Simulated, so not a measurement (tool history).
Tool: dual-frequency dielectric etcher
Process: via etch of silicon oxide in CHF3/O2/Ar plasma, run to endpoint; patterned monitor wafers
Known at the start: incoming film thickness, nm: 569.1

{"run": 1, "day": 0.0, "source power (kW)": 0.89, "bias power (kW)": 0.196, "endpoint time (s)": 229.34}
{"run": 2, "day": 0.05, "source power (kW)": 0.89, "bias power (kW)": 0.169, "endpoint time (s)": 240.6}
{"run": 3, "day": 0.129, "source power (kW)": 0.89, "bias power (kW)": 0.192, "endpoint time (s)": 231.0}
{"run": 4, "day": 0.45, "source power (kW)": 0.89, "bias power (kW)": 0.225, "endpoint time (s)": 221.31}
{"run": 5, "day": 0.733, "source power (kW)": 0.99, "bias power (kW)": 0.225, "endpoint time (s)": 215.76}
{"run": 6, "day": 1.067, "source power (kW)": 0.99, "bias power (kW)": 0.237, "endpoint time (s)": 212.41}
{"run": 7, "day": 1.362, "source power (kW)": 1.02, "bias power (kW)": 0.239, "endpoint time (s)": 210.65}
{"day": 1.433, "done": "bias power generator calibrated"}
{"run": 8, "day": 1.433, "source power (kW)": 1.04, "bias power (kW)": 0.241, "endpoint time (s)": 211.46}

Forecast run 9:
{"run": 9, "day": 1.504, "source power (kW)": 1.06, "bias power (kW)": 0.245, "endpoint time (s)": "?"}

Run 9 gave endpoint time (s) 209.69.
